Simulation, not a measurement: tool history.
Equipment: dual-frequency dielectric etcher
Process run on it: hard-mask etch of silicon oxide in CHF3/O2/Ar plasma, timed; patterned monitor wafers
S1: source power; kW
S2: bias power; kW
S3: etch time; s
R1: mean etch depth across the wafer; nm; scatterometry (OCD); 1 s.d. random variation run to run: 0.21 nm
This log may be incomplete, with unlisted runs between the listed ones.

run 1 day=0 | S1=0.46 S2=0.163 S3=36 | R1=65.599
run 2 day=0.25 | S1=0.44 S2=0.162 S3=36 | R1=64.697
run 3 day=0.433 | S1=0.44 S2=0.184 S3=36 | R1=66.877
run 4 day=0.625 | S1=0.44 S2=0.184 S3=37.5 | R1=69.721
run 5 day=0.917 | S1=0.44 S2=0.184 S3=37.5 | R1=69.669
run 6 day=0.967 | S1=0.44 S2=0.173 S3=37.5 | R1=68.778

The next listed run, before its measurement:
run 7 day=1.217 | S1=0.34 S2=0.164 S3=37.5 | R1=?

R1: 63.421 nm

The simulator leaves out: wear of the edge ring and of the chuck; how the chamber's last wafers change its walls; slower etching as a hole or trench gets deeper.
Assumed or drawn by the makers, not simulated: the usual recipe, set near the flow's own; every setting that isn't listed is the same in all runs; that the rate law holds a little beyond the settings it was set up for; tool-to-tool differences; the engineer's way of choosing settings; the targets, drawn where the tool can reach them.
